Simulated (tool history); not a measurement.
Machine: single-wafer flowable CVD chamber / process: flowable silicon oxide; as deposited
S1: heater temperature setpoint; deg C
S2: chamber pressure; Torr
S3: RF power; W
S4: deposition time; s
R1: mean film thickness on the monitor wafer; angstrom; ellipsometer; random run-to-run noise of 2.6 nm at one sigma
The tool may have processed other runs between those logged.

| run | hour | S1 | S2 | S3 | S4 | R1 |
|---|---|---|---|---|---|---|
| 1 | 0 | 90 | 1.07 | 2485 | 564 | 8618.5 |
| 2 | 6.6 | 81 | 1.07 | 2485 | 564 | 11549 |
| 3 | 13.7 | 81 | 0.88 | 2485 | 564 | 9458.3 |
| 4 | 17.1 | 82 | 0.88 | 2485 | 564 | 9189.6 |
| 5 | 24.8 | 82 | 0.88 | 2775 | 564 | 9266.4 |
| 6 | 26.3 | 83 | 0.88 | 2775 | 564 | 9064.9 |

What does the tool deliver on the next run?
| 7 | 34.6 | 84 | 0.88 | 2775 | 564 | ? |

R1: 8813.7 angstrom

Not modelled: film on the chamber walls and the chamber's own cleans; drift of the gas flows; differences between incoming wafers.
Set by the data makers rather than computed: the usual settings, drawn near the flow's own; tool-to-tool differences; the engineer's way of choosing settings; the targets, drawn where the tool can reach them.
